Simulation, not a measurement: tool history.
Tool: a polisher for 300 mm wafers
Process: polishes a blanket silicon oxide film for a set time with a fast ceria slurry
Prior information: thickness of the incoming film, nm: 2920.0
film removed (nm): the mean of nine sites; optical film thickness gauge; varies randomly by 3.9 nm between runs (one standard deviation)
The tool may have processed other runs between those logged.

run,hour,flow of slurry (ml/min),pressure of the wafer on the pad (kPa),speed of the pad under the wafer (m/s),polishing time (s),film removed (nm)
1,0.0,165,15.2,1.08,48,579.19
2,8.1,165,15.2,1.08,43,521.31
3,14.4,165,15.2,0.90,43,434.66
4,19.9,165,14.5,0.90,43,422.98
5,25.0,165,14.5,0.90,48,468.78
6,33.9,165,14.5,1.06,48,550.04
7,38.6,165,13.1,1.04,48,480.70
8,46.3,165,12.4,1.04,48,459.63
9,53.8,165,11.7,1.04,48,420.86

Predict the results of run 10:
10,61.7,165,11.0,1.04,48,?

Run 10 measured film removed (nm) 405.56.

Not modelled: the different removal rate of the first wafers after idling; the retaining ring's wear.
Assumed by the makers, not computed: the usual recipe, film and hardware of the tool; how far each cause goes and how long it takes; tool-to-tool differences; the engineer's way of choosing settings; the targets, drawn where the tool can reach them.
